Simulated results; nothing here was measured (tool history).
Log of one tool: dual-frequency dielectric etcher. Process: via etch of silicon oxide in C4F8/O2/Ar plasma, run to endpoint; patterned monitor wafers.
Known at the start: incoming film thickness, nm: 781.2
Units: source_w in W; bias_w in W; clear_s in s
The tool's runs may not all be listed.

{"run": 1, "hour": 0.0, "source_w": 1920, "bias_w": 1498, "clear_s": 165.64}
{"run": 2, "hour": 1.9, "source_w": 1920, "bias_w": 1261, "clear_s": 169.52}
{"run": 3, "hour": 6.5, "source_w": 1920, "bias_w": 1119, "clear_s": 173.4}
{"run": 4, "hour": 12.2, "source_w": 1920, "bias_w": 995, "clear_s": 176.74}
{"run": 5, "hour": 19.0, "source_w": 1920, "bias_w": 900, "clear_s": 179.07}
{"run": 6, "hour": 27.3, "source_w": 2070, "bias_w": 900, "clear_s": 173.55}
{"run": 7, "hour": 34.9, "source_w": 2150, "bias_w": 910, "clear_s": 171.3}

Run 8 comes next. What will it give?
{"run": 8, "hour": 41.4, "source_w": 2230, "bias_w": 929, "clear_s": "?"}

Run 8 gave clear_s 167.35 s.
